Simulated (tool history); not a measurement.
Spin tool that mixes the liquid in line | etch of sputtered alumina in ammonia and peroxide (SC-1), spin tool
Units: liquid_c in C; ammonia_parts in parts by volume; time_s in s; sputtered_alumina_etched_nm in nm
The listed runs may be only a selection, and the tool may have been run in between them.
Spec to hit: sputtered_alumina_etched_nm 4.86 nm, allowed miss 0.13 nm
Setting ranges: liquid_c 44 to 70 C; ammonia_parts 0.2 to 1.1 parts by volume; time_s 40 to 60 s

run 1 day=0 | liquid_c=60 ammonia_parts=0.6 time_s=60 | sputtered_alumina_etched_nm=5.38
run 2 day=0.092 | liquid_c=59.5 ammonia_parts=0.6 time_s=60 | sputtered_alumina_etched_nm=5.3503
run 3 day=0.183 | liquid_c=59 ammonia_parts=0.6 time_s=60 | sputtered_alumina_etched_nm=5.0922
run 4 day=0.488 | liquid_c=66 ammonia_parts=0.6 time_s=60 | sputtered_alumina_etched_nm=7.314
run 5 day=0.821 | liquid_c=63 ammonia_parts=0.6 time_s=60 | sputtered_alumina_etched_nm=6.2527
run 6 day=1.117 | liquid_c=61.5 ammonia_parts=0.6 time_s=60 | sputtered_alumina_etched_nm=5.7399
run 7 day=1.379 | liquid_c=60.5 ammonia_parts=0.6 time_s=60 | sputtered_alumina_etched_nm=5.458
run 8 day=1.558 | liquid_c=59.5 ammonia_parts=0.6 time_s=60 | sputtered_alumina_etched_nm=5.2183
run 9 day=1.638 | liquid_c=59 ammonia_parts=0.6 time_s=60 | sputtered_alumina_etched_nm=5.075
run 10 day=1.671 | liquid_c=59 ammonia_parts=0.6 time_s=60 | sputtered_alumina_etched_nm=5.1522

Pick the move, out of 5, that brings all results within their allowed miss; only one does.
run A day=1.704 | liquid_c=59 ammonia_parts=0.7 time_s=60 | sputtered_alumina_etched_nm=?
run B day=1.704 | liquid_c=60 ammonia_parts=0.3 time_s=60 | sputtered_alumina_etched_nm=?
run C day=1.704 | liquid_c=57 ammonia_parts=0.55 time_s=60 | sputtered_alumina_etched_nm=?
run D day=1.704 | liquid_c=58.5 ammonia_parts=0.5 time_s=60 | sputtered_alumina_etched_nm=?
run E day=1.704 | liquid_c=58.5 ammonia_parts=0.95 time_s=60 | sputtered_alumina_etched_nm=?

move=A sputtered_alumina_etched_nm=5.2567
move=B sputtered_alumina_etched_nm=5.109
move=C sputtered_alumina_etched_nm=4.6308
move=D sputtered_alumina_etched_nm=4.9624
move=E sputtered_alumina_etched_nm=5.2724
A: lands further from the targets than the last run did
B: an improvement on the last run, though not all results are within tolerance
C: carries the result that was furthest off beyond its target, to the other side
D: all results in spec
E: lands further from the targets than the last run did
So the answer is move D, the one that meets all the targets.
